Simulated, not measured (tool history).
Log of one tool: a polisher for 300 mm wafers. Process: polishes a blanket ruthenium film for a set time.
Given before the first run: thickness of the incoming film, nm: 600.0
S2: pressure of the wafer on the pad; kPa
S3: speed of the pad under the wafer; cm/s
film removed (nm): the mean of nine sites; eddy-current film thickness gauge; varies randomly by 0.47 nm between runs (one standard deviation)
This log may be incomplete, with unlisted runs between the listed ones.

Run 1, hour 0.0: flow of slurry (ml/min) 310, S2 9.0 kPa, S3 122 cm/s, polishing time (s) 34. Result: film removed (nm) 35.165.
Run 2, hour 1.4: flow of slurry (ml/min) 340, S2 9.0 kPa, S3 122 cm/s, polishing time (s) 34. Result: film removed (nm) 35.773.
Run 3, hour 6.8: flow of slurry (ml/min) 340, S2 9.0 kPa, S3 122 cm/s, polishing time (s) 34. Result: film removed (nm) 35.354.
Run 4, hour 15.6: flow of slurry (ml/min) 340, S2 9.7 kPa, S3 122 cm/s, polishing time (s) 34. Result: film removed (nm) 37.896.
Run 5, hour 18.2: flow of slurry (ml/min) 265, S2 9.7 kPa, S3 122 cm/s, polishing time (s) 34. Result: film removed (nm) 36.061.
Run 6, hour 27.2: flow of slurry (ml/min) 280, S2 10.3 kPa, S3 122 cm/s, polishing time (s) 34. Result: film removed (nm) 38.493.
Run 7, hour 31.4: flow of slurry (ml/min) 295, S2 11.0 kPa, S3 124 cm/s, polishing time (s) 34. Result: film removed (nm) 41.884.
At hour 34.1: slurry nozzle cleaned.
Run 8, hour 34.1: flow of slurry (ml/min) 310, S2 11.7 kPa, S3 126 cm/s, polishing time (s) 34. Result: film removed (nm) 46.263.
Run 9, hour 38.2: flow of slurry (ml/min) 325, S2 12.4 kPa, S3 126 cm/s, polishing time (s) 34. Result: film removed (nm) 49.203.
Run 10, hour 46.0: flow of slurry (ml/min) 335, S2 12.4 kPa, S3 128 cm/s, polishing time (s) 34. Result: film removed (nm) 50.288.
Run 11, hour 49.2: flow of slurry (ml/min) 355, S2 14.5 kPa, S3 134 cm/s, polishing time (s) 34. Result: film removed (nm) 59.080.

Forecast run 12:
Run 12, hour 56.6: flow of slurry (ml/min) 355, S2 14.5 kPa, S3 136 cm/s, polishing time (s) 34. Result: film removed (nm) ?.

{"run 12": {"film removed (nm)": 60.648}}

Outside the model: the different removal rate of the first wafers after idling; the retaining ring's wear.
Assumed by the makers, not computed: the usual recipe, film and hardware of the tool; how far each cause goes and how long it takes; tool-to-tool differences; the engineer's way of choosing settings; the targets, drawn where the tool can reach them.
